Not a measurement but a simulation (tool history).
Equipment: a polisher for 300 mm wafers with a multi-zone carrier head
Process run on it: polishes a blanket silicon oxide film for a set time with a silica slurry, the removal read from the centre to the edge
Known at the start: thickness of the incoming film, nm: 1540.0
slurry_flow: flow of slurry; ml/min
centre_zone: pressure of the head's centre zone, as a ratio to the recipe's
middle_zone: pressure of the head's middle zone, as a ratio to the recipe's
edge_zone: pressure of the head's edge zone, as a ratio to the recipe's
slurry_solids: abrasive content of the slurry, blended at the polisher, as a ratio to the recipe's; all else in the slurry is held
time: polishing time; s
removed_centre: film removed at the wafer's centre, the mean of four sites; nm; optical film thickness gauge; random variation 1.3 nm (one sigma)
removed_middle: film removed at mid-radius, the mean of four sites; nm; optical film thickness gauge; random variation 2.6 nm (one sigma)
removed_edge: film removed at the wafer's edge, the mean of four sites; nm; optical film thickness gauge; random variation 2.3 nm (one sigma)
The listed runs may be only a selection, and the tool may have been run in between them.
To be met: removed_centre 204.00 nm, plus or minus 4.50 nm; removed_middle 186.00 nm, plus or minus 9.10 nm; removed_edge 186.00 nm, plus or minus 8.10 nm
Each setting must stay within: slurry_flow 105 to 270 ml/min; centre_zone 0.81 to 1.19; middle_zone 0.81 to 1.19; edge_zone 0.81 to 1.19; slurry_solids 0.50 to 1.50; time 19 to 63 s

run  hour  slurry_flow  centre_zone  middle_zone  edge_zone  slurry_solids  time  removed_centre  removed_middle  removed_edge
  1   0.0          175         1.00         1.00       1.00           1.00    41          214.35          227.10        223.15
  2   1.5          175         1.00         1.00       1.00           0.90    41          207.53          209.11        209.71
  3   4.9          175         1.00         1.00       1.00           0.90    34          172.89          178.20        176.51
  4   6.1          175         1.00         1.00       0.93           0.90    34          172.61          183.17        168.11
  5  11.3          175         1.00         1.00       0.87           0.90    34          173.16          178.74        162.33
  6  13.1          175         1.00         1.00       0.87           0.90    39          197.21          210.09        187.64
  7  15.7          175         1.00         0.99       0.87           0.90    39          198.58          201.18        190.80
  8  20.5          180         1.02         0.97       0.85           0.85    39          198.08          195.25        180.20
  9  28.4          180         1.02         0.96       0.86           0.85    39          199.69          197.00        185.21
 10  35.1          180         1.02         0.95       0.86           0.85    39          197.94          198.36        181.17

Which single option among these 5 for the next run brings every result within its allowed miss of target? Just one does.
  A  41.8          165         1.08         0.92       0.91           0.70    42               ?               ?             ?
  B  41.8          205         1.04         0.94       0.89           0.55    42               ?               ?             ?
  C  41.8          265         0.98         0.99       0.81           0.70    41               ?               ?             ?
  D  41.8          210         0.97         0.95       0.81           0.95    37               ?               ?             ?
  E  41.8          205         0.96         0.99       0.81           0.95    37               ?               ?             ?

move  removed_centre  removed_middle  removed_edge
   A          201.70          183.93        187.55
   B          183.98          175.31        172.26
   C          196.48          204.02        182.96
   D          192.29          195.75        182.68
   E          189.94          201.37        182.10
A: every result lands within tolerance
B: moves the result that the last run missed by most past its target, out the other side
C: moves away from the targets compared with the last run
D: moves away from the targets compared with the last run
E: moves away from the targets compared with the last run
The right move is A.
